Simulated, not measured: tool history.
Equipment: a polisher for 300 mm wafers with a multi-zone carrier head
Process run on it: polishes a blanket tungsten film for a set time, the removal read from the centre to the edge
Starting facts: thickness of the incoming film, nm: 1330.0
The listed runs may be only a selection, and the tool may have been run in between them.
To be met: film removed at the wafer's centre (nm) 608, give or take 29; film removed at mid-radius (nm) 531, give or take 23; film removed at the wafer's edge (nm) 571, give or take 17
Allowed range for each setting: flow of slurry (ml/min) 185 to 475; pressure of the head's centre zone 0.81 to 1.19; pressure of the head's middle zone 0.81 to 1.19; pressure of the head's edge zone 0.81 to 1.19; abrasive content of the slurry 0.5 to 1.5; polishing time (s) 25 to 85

| run | day | flow of slurry (ml/min) | pressure of the head's centre zone | pressure of the head's middle zone | pressure of the head's edge zone | abrasive content of the slurry | polishing time (s) | film removed at the wafer's centre (nm) | film removed at mid-radius (nm) | film removed at the wafer's edge (nm) |
|---|---|---|---|---|---|---|---|---|---|---|
| 1 | 0 | 305 | 1 | 1 | 1 | 1 | 55 | 447.83 | 430.88 | 450.96 |
| 2 | 0.329 | 305 | 1 | 1 | 1 | 1 | 64 | 511.21 | 504.07 | 525.22 |
| 3 | 0.554 | 305 | 1 | 1 | 1.06 | 1 | 64 | 491.19 | 519.78 | 535.44 |
| 4 | 0.896 | 370 | 1 | 1 | 1.06 | 1 | 64 | 510.99 | 501.35 | 545.93 |
| 5 | 1.038 | 370 | 1 | 1.04 | 1.06 | 1 | 64 | 506.16 | 526.14 | 547.12 |
| 6 | 1.321 | 375 | 1.02 | 1.04 | 1.06 | 1 | 64 | 509.76 | 525.39 | 549.19 |
| 7 | 1.575 | 380 | 1.04 | 1.04 | 1.05 | 1.05 | 64 | 546.12 | 523.36 | 555.05 |
| 8 | 1.829 | 380 | 1.05 | 1.04 | 1.05 | 1.05 | 64 | 550.4 | 531.22 | 551.15 |

Pick the move, out of 4, that brings all results within their allowed miss; only one does.
| A | 2.083 | 390 | 0.96 | 1.1 | 1.05 | 1.1 | 62 | ? | ? | ? |
| B | 2.083 | 355 | 1.16 | 1.07 | 0.96 | 1.1 | 65 | ? | ? | ? |
| C | 2.083 | 425 | 1.09 | 0.94 | 1.01 | 1.05 | 67 | ? | ? | ? |
| D | 2.083 | 410 | 1.04 | 0.95 | 0.89 | 1.5 | 60 | ? | ? | ? |

| move | film removed at the wafer's centre (nm) | film removed at mid-radius (nm) | film removed at the wafer's edge (nm) |
|---|---|---|---|
| A | 487.86 | 531.15 | 550.8 |
| B | 614.19 | 544.41 | 550.94 |
| C | 594.23 | 524.18 | 579.61 |
| D | 562.32 | 523.15 | 543.22 |
A: its largest miss is bigger than the last run's
B: brings the last run's worst result on target, with another outside its allowed miss
C: meets every target
D: moves toward the targets from the last run without getting all of them in spec
C meets every target.
